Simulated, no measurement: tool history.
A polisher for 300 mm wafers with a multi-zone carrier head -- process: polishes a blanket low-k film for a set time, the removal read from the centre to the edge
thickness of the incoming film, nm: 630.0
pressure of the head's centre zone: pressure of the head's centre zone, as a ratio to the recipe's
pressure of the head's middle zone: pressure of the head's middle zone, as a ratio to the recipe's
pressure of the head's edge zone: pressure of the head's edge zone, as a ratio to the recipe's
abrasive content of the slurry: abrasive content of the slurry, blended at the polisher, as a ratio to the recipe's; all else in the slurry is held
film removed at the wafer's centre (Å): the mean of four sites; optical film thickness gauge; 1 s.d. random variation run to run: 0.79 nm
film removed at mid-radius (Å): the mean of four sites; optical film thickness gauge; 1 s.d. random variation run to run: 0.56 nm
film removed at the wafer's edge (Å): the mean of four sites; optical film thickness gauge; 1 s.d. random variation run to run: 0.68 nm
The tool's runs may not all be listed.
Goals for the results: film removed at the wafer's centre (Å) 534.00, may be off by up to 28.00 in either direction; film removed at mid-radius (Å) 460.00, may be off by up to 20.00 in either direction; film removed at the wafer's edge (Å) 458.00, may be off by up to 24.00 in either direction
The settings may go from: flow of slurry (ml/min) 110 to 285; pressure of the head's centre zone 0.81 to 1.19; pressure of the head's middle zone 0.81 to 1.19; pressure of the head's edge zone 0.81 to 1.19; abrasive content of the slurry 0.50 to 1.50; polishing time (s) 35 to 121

run	day	flow of slurry (ml/min)	pressure of the head's centre zone	pressure of the head's middle zone	pressure of the head's edge zone	abrasive content of the slurry	polishing time (s)	film removed at the wafer's centre (Å)	film removed at mid-radius (Å)	film removed at the wafer's edge (Å)
1	0.000	180	1.00	1.00	1.00	1.00	78	328.25	315.82	338.87
2	0.042	180	1.00	1.00	1.00	0.90	78	320.12	304.21	323.38
3	0.350	180	1.00	1.00	1.00	0.90	69	280.44	273.71	283.52
4	0.538	180	1.00	1.00	1.00	0.90	81	327.54	322.22	342.01
5	0.775	190	1.04	1.03	1.00	1.05	82	369.69	349.38	355.91
6	1.133	190	0.98	1.03	1.00	1.05	82	346.28	344.71	357.20
7	1.358	195	1.01	1.04	1.00	1.15	84	381.94	366.78	387.67
8	1.438	200	1.04	1.06	1.00	1.25	85	406.67	385.47	392.08
9	1.483	205	1.06	1.07	1.00	1.30	87	430.81	411.60	417.03
10	1.850	210	1.09	1.07	1.00	1.35	88	455.46	427.69	425.69

Pick the move, out of 5, that brings all results within their allowed miss; only one does.
A	2.217	210	1.06	0.92	1.08	1.35	91	?	?	?
B	2.217	275	1.08	0.94	0.93	1.30	95	?	?	?
C	2.217	195	1.11	1.00	0.86	1.40	100	?	?	?
D	2.217	245	0.90	1.04	1.17	1.45	81	?	?	?
E	2.217	210	1.19	0.84	0.99	1.40	98	?	?	?

move	film removed at the wafer's centre (Å)	film removed at mid-radius (Å)	film removed at the wafer's edge (Å)
A	469.70	387.65	463.95
B	510.86	418.41	455.38
C	541.36	452.17	459.21
D	370.40	391.76	445.55
E	574.67	397.05	484.75
A: further off than the last run
B: the worst result of the last run now meets its target, but another is out of spec
C: every result within its allowed miss
D: further off than the last run
E: carries the result that was furthest off beyond its target, to the other side
Answer: C

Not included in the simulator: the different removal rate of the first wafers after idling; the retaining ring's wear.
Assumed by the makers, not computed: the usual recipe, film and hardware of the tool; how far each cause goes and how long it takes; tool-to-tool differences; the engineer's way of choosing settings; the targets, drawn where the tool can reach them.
